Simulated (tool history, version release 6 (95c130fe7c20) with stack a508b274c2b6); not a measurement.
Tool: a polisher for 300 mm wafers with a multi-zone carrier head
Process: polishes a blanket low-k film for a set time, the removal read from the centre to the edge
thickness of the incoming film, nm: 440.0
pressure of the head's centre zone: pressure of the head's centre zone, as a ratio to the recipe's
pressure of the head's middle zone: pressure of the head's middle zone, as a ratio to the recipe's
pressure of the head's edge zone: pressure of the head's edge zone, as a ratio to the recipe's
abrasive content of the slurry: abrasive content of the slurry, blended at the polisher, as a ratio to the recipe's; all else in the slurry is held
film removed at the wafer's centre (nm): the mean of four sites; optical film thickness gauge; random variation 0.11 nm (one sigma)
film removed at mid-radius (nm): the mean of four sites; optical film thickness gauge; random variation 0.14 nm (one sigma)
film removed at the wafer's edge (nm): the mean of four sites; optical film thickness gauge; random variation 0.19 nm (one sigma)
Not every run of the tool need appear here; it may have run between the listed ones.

run	hour	flow of slurry (ml/min)	pressure of the head's centre zone	pressure of the head's middle zone	pressure of the head's edge zone	abrasive content of the slurry	polishing time (s)	film removed at the wafer's centre (nm)	film removed at mid-radius (nm)	film removed at the wafer's edge (nm)
1	0	160	1	1	1	1	69	22.526	22.727	22.874
2	3.4	155	0.99	0.98	0.99	0.95	69	21.603	21.894	22.352
3	7.6	150	0.98	0.96	0.99	0.9	69	20.847	20.964	21.873
4	12.9	150	0.98	0.96	0.99	0.9	85	25.973	25.439	26.877
5	17.6	150	0.98	0.92	0.99	0.9	85	25.83	24.855	26.774
6	19.9	145	0.97	0.91	0.99	0.85	84	24.661	23.217	26.044

Predict the results of run 7:
7	27.4	145	0.96	0.91	0.98	0.8	83	?	?	?

Run 7 gave film removed at the wafer's centre (nm) 23.422, film removed at mid-radius (nm) 22.975, film removed at the wafer's edge (nm) 24.853.

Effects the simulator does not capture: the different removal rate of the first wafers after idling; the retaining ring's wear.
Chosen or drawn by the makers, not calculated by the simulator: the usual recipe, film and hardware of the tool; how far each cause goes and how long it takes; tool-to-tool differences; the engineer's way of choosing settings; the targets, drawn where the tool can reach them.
